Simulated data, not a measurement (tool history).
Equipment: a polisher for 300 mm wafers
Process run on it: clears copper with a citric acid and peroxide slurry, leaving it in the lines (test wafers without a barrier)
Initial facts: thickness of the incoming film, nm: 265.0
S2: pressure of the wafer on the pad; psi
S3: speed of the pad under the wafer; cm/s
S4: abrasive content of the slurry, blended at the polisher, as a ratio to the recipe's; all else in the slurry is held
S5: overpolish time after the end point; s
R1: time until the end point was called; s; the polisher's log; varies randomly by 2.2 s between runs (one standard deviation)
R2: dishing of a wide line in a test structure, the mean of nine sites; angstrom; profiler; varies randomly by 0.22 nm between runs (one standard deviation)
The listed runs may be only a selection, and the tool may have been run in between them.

run 1 hour=0 | flow_of_slurry_(ml/min)=265 S2=3 S3=118 S4=1 S5=13 | R1=119.68 R2=218.43
run 2 hour=6.5 | flow_of_slurry_(ml/min)=265 S2=3 S3=118 S4=1 S5=12 | R1=118.9 R2=199.74
run 3 hour=7.3 | flow_of_slurry_(ml/min)=265 S2=3 S3=118 S4=1.2 S5=12 | R1=115.17 R2=205.52
run 4 hour=15.5 | flow_of_slurry_(ml/min)=265 S2=3 S3=144 S4=1.2 S5=12 | R1=91.558 R2=245.83
run 5 hour=24.3 | flow_of_slurry_(ml/min)=265 S2=3 S3=174 S4=1.2 S5=12 | R1=76.844 R2=291.48
run 6 hour=25.5 | flow_of_slurry_(ml/min)=270 S2=2.6 S3=172 S4=1.2 S5=11 | R1=92.179 R2=235.32
run 7 hour=33.1 | flow_of_slurry_(ml/min)=270 S2=2.4 S3=170 S4=1.2 S5=10 | R1=99.637 R2=200.99

The next listed run, before its measurement:
run 8 hour=39.1 | flow_of_slurry_(ml/min)=270 S2=2.3 S3=170 S4=1.2 S5=10 | R1=? R2=?

Logged for run 8: R1 99.53 s, R2 190.82 angstrom.
